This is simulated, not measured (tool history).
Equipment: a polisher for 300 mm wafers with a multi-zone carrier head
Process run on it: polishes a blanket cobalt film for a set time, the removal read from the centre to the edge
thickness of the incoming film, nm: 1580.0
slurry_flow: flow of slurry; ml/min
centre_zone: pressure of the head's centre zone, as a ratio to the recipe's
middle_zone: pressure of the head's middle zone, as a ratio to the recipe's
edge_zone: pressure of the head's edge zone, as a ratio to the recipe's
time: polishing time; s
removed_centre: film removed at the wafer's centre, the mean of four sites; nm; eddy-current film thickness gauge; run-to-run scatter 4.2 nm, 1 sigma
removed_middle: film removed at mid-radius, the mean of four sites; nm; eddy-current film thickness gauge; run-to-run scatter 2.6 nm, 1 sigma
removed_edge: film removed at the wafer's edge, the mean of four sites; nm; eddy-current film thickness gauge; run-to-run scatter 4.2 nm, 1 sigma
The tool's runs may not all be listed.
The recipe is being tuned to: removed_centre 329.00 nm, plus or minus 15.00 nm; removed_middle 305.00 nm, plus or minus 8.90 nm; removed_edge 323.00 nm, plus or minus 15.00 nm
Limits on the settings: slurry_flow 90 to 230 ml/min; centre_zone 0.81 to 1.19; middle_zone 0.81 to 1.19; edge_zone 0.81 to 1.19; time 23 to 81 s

run  hour  slurry_flow  centre_zone  middle_zone  edge_zone  time  removed_centre  removed_middle  removed_edge
  1   0.0          150         1.00         1.00       1.00    52          206.99          199.20        203.20
  2   4.4          180         1.00         1.00       1.00    52          209.39          204.72        208.35
  3   6.4          185         1.02         1.01       1.03    56          239.00          223.63        230.80
  4   8.0          185         1.02         0.95       1.03    56          236.24          213.92        228.51
  5  13.6          185         1.02         1.02       1.03    56          235.40          227.95        225.80
  6  16.8          185         1.02         1.02       1.03    46          192.32          190.47        185.82
  7  17.6          185         1.02         1.02       1.04    52          220.14          213.80        212.52
  8  25.4          185         1.02         1.02       1.06    56          240.27          229.03        234.38
  9  33.8          185         1.02         1.03       1.08    59          246.55          243.41        246.90
 10  37.1          185         1.03         1.03       1.09    62          261.25          258.48        263.96
 11  40.8          185         1.05         1.03       1.10    64          276.70          267.67        267.93

4 candidate next runs follow, results not yet known. Just one meets every target within its allowed miss. Identify it.
  A  44.5          160         1.19         1.07       1.01    74               ?               ?             ?
  B  44.5          185         1.04         1.08       1.10    76               ?               ?             ?
  C  44.5          205         1.04         0.99       1.11    75               ?               ?             ?
  D  44.5          210         1.17         1.19       0.99    52               ?               ?             ?

move  removed_centre  removed_middle  removed_edge
   A          356.14          308.05        294.86
   B          328.64          327.35        321.82
   C          329.86          304.82        323.19
   D          258.86          248.06        211.74
A: corrects the largest miss of the last run, while another result sits out of spec
B: takes the biggest miss from the last run beyond its target
C: each result inside its tolerance
D: misses by more than the last run did
C meets every target.
